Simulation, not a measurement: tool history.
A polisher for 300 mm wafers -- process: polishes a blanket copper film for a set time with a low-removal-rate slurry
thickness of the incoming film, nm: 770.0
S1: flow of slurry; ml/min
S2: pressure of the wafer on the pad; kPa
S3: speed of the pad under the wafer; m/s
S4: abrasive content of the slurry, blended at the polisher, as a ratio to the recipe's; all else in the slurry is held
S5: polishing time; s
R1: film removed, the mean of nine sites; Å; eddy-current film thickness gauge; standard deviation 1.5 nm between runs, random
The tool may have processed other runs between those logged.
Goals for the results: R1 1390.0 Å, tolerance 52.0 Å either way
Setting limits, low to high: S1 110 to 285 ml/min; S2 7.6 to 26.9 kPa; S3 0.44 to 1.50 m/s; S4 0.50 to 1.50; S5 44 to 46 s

run	day	S1	S2	S3	S4	S5	R1
1	0.000	180	17.2	0.96	1.00	44	1104.7
2	0.375	220	17.2	0.96	1.00	44	1142.6
3	0.525	220	17.2	0.96	1.00	44	1131.6
4	0.896	220	17.2	0.96	1.00	44	1117.9
5	1.038	220	17.2	0.96	1.00	46	1176.6
6	1.221	220	17.2	0.96	1.15	46	1212.8
7	1.412	220	17.9	0.96	1.15	46	1247.7
8	1.504	220	18.6	0.96	1.15	46	1322.4

Exercise: of the 5 proposed moves below, exactly one satisfies all targets within the stated allowed misses. Which move is it?
A	1.596	225	20.7	1.02	1.10	46	?
B	1.596	215	18.6	0.94	1.10	46	?
C	1.596	230	15.2	1.14	1.15	45	?
D	1.596	235	18.6	1.12	1.20	46	?
E	1.596	245	19.3	1.04	1.20	44	?

move	R1
A	1515.3
B	1267.5
C	1267.6
D	1541.7
E	1423.2
A: pushes the last run's worst result past its target
B: misses by more than the last run did
C: misses by more than the last run did
D: pushes the last run's worst result past its target
E: in spec on every target
Correct choice: E, which meets every target

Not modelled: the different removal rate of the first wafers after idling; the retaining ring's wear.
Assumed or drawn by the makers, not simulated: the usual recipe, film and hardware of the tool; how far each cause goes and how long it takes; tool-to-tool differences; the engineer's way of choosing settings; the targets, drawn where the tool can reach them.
